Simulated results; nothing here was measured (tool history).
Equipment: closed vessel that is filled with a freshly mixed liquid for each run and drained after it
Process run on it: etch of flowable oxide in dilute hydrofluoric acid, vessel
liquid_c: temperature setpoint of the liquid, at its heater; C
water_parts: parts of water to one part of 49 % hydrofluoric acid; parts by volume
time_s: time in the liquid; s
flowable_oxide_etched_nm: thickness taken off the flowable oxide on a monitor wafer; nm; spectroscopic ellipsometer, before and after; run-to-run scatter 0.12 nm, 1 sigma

run 1 hour=0 | liquid_c=26 water_parts=75 time_s=30 | flowable_oxide_etched_nm=14.977
run 2 hour=4.7 | liquid_c=26 water_parts=85 time_s=30 | flowable_oxide_etched_nm=13.043
run 3 hour=7.7 | liquid_c=22.5 water_parts=85 time_s=30 | flowable_oxide_etched_nm=11.327
run 4 hour=13.4 | liquid_c=25 water_parts=85 time_s=30 | flowable_oxide_etched_nm=12.507
run 5 hour=20 | liquid_c=25 water_parts=65 time_s=30 | flowable_oxide_etched_nm=16.937
run 6 hour=21.3 | liquid_c=25 water_parts=65 time_s=30 | flowable_oxide_etched_nm=16.931
run 7 hour=23.7 | liquid_c=25 water_parts=65 time_s=30 | flowable_oxide_etched_nm=16.822

Run 8 has not been measured yet. What should we expect?
run 8 hour=28.7 | liquid_c=26 water_parts=65 time_s=30 | flowable_oxide_etched_nm=?

{"run 8": {"flowable_oxide_etched_nm": 17.389}}
